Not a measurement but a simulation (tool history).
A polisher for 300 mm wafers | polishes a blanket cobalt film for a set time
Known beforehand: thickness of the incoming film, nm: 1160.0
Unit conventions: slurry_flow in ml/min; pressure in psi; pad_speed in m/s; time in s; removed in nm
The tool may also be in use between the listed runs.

run,day,slurry_flow,pressure,pad_speed,time,removed
1,0.000,165,2.4,0.82,111,558.91
2,0.083,160,2.1,0.82,111,483.80
3,0.304,160,2.1,0.74,111,445.18
4,0.433,160,2.1,0.88,111,506.93
5,0.538,160,2.1,0.88,117,526.92
6,0.679,155,1.8,0.88,117,459.97

What does the tool deliver on the next run?
7,0.950,150,1.6,0.88,117,?

For run 7 the tool returned removed 413.27 nm.

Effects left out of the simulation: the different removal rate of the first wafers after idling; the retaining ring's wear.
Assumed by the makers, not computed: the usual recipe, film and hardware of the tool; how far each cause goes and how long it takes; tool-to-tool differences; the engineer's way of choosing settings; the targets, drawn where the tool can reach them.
